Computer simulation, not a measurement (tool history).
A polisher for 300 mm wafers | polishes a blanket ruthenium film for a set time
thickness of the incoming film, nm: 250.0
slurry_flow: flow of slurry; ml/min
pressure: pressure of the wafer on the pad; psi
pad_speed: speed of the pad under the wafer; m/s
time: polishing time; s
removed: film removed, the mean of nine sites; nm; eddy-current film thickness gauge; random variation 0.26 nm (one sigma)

run 1 hour=0 | slurry_flow=285 pressure=1.8 pad_speed=1.08 time=39 | removed=36.063
run 2 hour=8.7 | slurry_flow=285 pressure=1.8 pad_speed=0.98 time=39 | removed=32.232
run 3 hour=9.8 | slurry_flow=230 pressure=1.8 pad_speed=0.98 time=39 | removed=32.758
run 4 hour=15.8 | slurry_flow=290 pressure=1.8 pad_speed=0.98 time=39 | removed=32.732
run 5 hour=23.5 | slurry_flow=290 pressure=1.8 pad_speed=1.24 time=39 | removed=41.69
run 6 hour=25.8 | slurry_flow=290 pressure=1.7 pad_speed=1.24 time=39 | removed=39.274

Forecast run 7:
run 7 hour=33.7 | slurry_flow=290 pressure=1.6 pad_speed=1.24 time=39 | removed=?

{"run 7": {"removed": 37.378}}
